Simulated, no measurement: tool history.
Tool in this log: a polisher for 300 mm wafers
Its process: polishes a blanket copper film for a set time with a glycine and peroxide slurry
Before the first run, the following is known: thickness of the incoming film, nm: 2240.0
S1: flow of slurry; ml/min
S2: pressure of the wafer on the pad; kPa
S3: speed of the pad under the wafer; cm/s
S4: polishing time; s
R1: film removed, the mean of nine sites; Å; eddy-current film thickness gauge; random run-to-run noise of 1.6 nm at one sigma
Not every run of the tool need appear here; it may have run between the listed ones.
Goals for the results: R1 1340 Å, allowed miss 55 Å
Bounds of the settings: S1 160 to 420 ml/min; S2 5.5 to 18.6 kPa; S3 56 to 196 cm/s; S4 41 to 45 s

run  hour   S1    S2   S3  S4      R1
  1     0  270  11.7  126  45  1680.2
  2   4.3  270  14.5  126  45  1951.1
  3   7.7  270  12.4  124  45  1722.3
  4  14.3  270    11  122  45  1541.1
  5  16.2  270    11  152  45  1799.9
  6    21  270   9.7  150  45  1593.4
  7    28  270     9  150  45  1549.6
  8  29.6  270   8.3  150  45  1454.6

Below are 5 possible settings for the next run. Only one of them brings all results inside the allowed miss of their targets. Which is it?
  A  31.2  270  8.3  162  45   ?
  B  31.2  290  8.3  164  45   ?
  C  31.2  285    9  156  45   ?
  D  31.2  210  8.3  184  45   ?
  E  31.2  195  6.9  166  45   ?

move      R1
   A  1491.2
   B  1512.2
   C  1547.2
   D  1580.3
   E  1295.6
A: the biggest miss grows against the last run
B: the biggest miss grows against the last run
C: the biggest miss grows against the last run
D: the biggest miss grows against the last run
E: all results in spec
E meets every target.
